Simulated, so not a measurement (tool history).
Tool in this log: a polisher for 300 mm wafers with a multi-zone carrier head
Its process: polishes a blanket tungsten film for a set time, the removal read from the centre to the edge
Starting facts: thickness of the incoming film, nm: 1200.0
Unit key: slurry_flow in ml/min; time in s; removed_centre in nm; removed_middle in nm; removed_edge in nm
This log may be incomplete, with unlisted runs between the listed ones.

run    day  slurry_flow  centre_zone  middle_zone  edge_zone  slurry_solids  time  removed_centre  removed_middle  removed_edge
  1      0          305            1            1          1              1    49          218.98          227.46        217.31
  2  0.208          305            1         1.01       1.03            1.1    50          235.64           238.1        230.49
  3  0.579          305         0.98         1.02       1.06            1.2    51          234.82          253.01        244.28
  4  0.671          305         0.98         0.96       1.06            1.2    51           236.8          241.58        243.12
  5  0.712          310         0.98         0.98       1.08           1.25    52          248.64          252.76        251.59
  6  0.867          310         0.98         1.01       1.08           1.25    52           243.9          260.12        252.95
  7  1.029          310         0.98         1.01        1.1            1.3    53          247.28          270.78        263.58
  8  1.088          335         1.08         1.01       1.19            1.5    55          295.93          287.44        297.64

Estimate the outcome of run 9 from the log above:
  9  1.15          335         1.07         1.02       1.19            1.5    55               ?               ?             ?

For run 9 the tool returned removed_centre 291.18 nm, removed_middle 288.73 nm, removed_edge 296.37 nm.
